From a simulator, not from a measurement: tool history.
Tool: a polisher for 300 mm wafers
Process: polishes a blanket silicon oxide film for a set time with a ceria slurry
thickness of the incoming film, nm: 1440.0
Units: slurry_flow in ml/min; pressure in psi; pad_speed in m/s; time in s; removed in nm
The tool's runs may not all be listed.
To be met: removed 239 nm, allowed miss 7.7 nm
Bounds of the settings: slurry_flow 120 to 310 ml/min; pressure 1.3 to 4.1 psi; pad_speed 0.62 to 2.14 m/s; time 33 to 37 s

Run 1, day 0: slurry_flow 200 ml/min, pressure 2.7 psi, pad_speed 1.38 m/s, time 37 s. Result: removed 156.14 nm.
Run 2, day 0.054: slurry_flow 205 ml/min, pressure 2.9 psi, pad_speed 1.38 m/s, time 37 s. Result: removed 167.58 nm.
Run 3, day 0.162: slurry_flow 240 ml/min, pressure 2.9 psi, pad_speed 1.38 m/s, time 37 s. Result: removed 170.68 nm.
Run 4, day 0.429: slurry_flow 240 ml/min, pressure 2.9 psi, pad_speed 1.56 m/s, time 37 s. Result: removed 183.81 nm.
Run 5, day 0.7: slurry_flow 240 ml/min, pressure 3 psi, pad_speed 1.56 m/s, time 37 s. Result: removed 193.2 nm.
Run 6, day 1.062: slurry_flow 260 ml/min, pressure 3 psi, pad_speed 1.56 m/s, time 37 s. Result: removed 190.65 nm.
Run 7, day 1.317: slurry_flow 260 ml/min, pressure 3.1 psi, pad_speed 1.56 m/s, time 37 s. Result: removed 195.53 nm.
Run 8, day 1.425: slurry_flow 260 ml/min, pressure 3.1 psi, pad_speed 1.56 m/s, time 37 s. Result: removed 195.62 nm.
Run 9, day 1.662: slurry_flow 260 ml/min, pressure 3.2 psi, pad_speed 1.56 m/s, time 37 s. Result: removed 200.62 nm.
Run 10, day 1.708: slurry_flow 260 ml/min, pressure 3.3 psi, pad_speed 1.56 m/s, time 37 s. Result: removed 206.12 nm.
Run 11, day 1.762: slurry_flow 260 ml/min, pressure 3.4 psi, pad_speed 1.56 m/s, time 37 s. Result: removed 215.07 nm.

5 next moves are on the table. One of them brings every result within its allowed miss. Which?
Run A, day 1.817: slurry_flow 260 ml/min, pressure 3.5 psi, pad_speed 1.46 m/s, time 34 s. Result: removed ?.
Run B, day 1.817: slurry_flow 280 ml/min, pressure 4.1 psi, pad_speed 1.4 m/s, time 37 s. Result: removed ?.
Run C, day 1.817: slurry_flow 285 ml/min, pressure 3.5 psi, pad_speed 1.26 m/s, time 34 s. Result: removed ?.
Run D, day 1.817: slurry_flow 250 ml/min, pressure 3.3 psi, pad_speed 1.52 m/s, time 36 s. Result: removed ?.
Run E, day 1.817: slurry_flow 250 ml/min, pressure 3.3 psi, pad_speed 1.5 m/s, time 36 s. Result: removed ?.

move  removed
   A    192.7
   B    237.8
   C   178.19
   D   197.56
   E   195.94
A: further off than the last run
B: meets every target
C: further off than the last run
D: further off than the last run
E: further off than the last run
Move B is the one to make.
